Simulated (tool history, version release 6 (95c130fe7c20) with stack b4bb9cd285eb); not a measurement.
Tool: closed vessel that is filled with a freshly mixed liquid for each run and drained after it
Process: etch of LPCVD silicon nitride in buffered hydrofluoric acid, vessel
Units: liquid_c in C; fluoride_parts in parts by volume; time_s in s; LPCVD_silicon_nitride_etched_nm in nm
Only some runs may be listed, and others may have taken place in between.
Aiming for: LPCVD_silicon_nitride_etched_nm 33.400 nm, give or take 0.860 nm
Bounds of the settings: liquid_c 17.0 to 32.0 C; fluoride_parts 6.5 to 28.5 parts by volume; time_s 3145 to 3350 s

run	hour	liquid_c	fluoride_parts	time_s	LPCVD_silicon_nitride_etched_nm
1	0.0	24.0	17.5	3145	25.511
2	6.7	24.0	17.5	3350	26.909
3	11.6	24.0	17.5	3145	25.626
4	13.4	25.5	17.5	3145	27.382
5	18.4	26.5	17.5	3145	28.864
6	27.6	27.5	17.5	3145	30.044
7	36.9	28.0	17.5	3145	31.253
8	44.2	28.5	17.5	3145	32.343

5 candidate next runs follow, results not yet known. Just one meets every target within its allowed miss. Identify it.
A	51.5	29.0	18.5	3320	?
B	51.5	28.0	17.5	3175	?
C	51.5	29.0	19.0	3190	?
D	51.5	25.5	16.0	3350	?
E	51.5	27.5	17.0	3150	?

move	LPCVD_silicon_nitride_etched_nm
A	32.815
B	31.427
C	30.714
D	31.663
E	31.236
A: all results in spec
B: lands further from the targets than the last run did
C: lands further from the targets than the last run did
D: lands further from the targets than the last run did
E: lands further from the targets than the last run did
A is the move that brings every result within its allowed miss.
